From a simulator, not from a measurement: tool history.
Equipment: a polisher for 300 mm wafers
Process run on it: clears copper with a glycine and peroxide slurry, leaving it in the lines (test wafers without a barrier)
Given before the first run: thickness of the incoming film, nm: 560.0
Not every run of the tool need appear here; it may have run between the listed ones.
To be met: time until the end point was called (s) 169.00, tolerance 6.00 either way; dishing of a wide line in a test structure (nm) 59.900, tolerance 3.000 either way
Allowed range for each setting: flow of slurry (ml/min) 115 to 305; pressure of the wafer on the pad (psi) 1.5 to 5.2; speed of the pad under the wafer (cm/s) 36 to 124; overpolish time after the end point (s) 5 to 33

| run | hour | flow of slurry (ml/min) | pressure of the wafer on the pad (psi) | speed of the pad under the wafer (cm/s) | overpolish time after the end point (s) | time until the end point was called (s) | dishing of a wide line in a test structure (nm) |
|---|---|---|---|---|---|---|---|
| 1 | 0.0 | 195 | 3.3 | 80 | 17 | 124.23 | 50.761 |
| 2 | 1.6 | 195 | 3.3 | 80 | 21 | 118.95 | 59.453 |
| 3 | 7.4 | 195 | 3.3 | 90 | 21 | 112.18 | 62.480 |
| 4 | 10.9 | 190 | 3.1 | 90 | 22 | 119.05 | 63.488 |
| 5 | 13.8 | 185 | 2.9 | 90 | 23 | 122.87 | 63.482 |
| 6 | 14.6 | 185 | 2.7 | 90 | 24 | 130.65 | 60.616 |
| 7 | 21.8 | 180 | 2.6 | 90 | 25 | 133.85 | 62.915 |
| 8 | 28.7 | 180 | 2.5 | 90 | 26 | 137.91 | 62.291 |
| 9 | 29.7 | 180 | 2.4 | 90 | 27 | 141.12 | 63.551 |
|  | 31.7 | head pressure recalibrated |
| 10 | 31.7 | 180 | 2.3 | 90 | 27 | 140.31 | 66.367 |
| 11 | 37.9 | 180 | 2.3 | 90 | 27 | 138.31 | 66.519 |
| 12 | 43.6 | 175 | 2.2 | 90 | 27 | 143.63 | 63.817 |
| 13 | 45.5 | 175 | 2.1 | 90 | 27 | 146.99 | 62.604 |
| 14 | 50.6 | 175 | 2.0 | 90 | 27 | 153.18 | 59.599 |
| 15 | 55.4 | 160 | 1.6 | 90 | 29 | 181.05 | 55.272 |
| 16 | 58.7 | 165 | 1.6 | 90 | 29 | 177.41 | 55.155 |
| 17 | 65.7 | 170 | 1.6 | 90 | 29 | 175.21 | 54.467 |

4 next moves are on the table. One of them brings every result within its allowed miss. Which?
| A | 72.7 | 130 | 1.8 | 90 | 25 | ? | ? |
| B | 72.7 | 130 | 1.6 | 94 | 27 | ? | ? |
| C | 72.7 | 195 | 1.6 | 94 | 30 | ? | ? |
| D | 72.7 | 125 | 1.6 | 96 | 32 | ? | ? |

| move | time until the end point was called (s) | dishing of a wide line in a test structure (nm) |
|---|---|---|
| A | 173.35 | 49.762 |
| B | 180.92 | 50.944 |
| C | 167.57 | 59.164 |
| D | 180.33 | 58.698 |
A: further off than the last run
B: further off than the last run
C: in spec on every target
D: brings the last run's worst result on target, with another outside its allowed miss
Move C is the one to make.

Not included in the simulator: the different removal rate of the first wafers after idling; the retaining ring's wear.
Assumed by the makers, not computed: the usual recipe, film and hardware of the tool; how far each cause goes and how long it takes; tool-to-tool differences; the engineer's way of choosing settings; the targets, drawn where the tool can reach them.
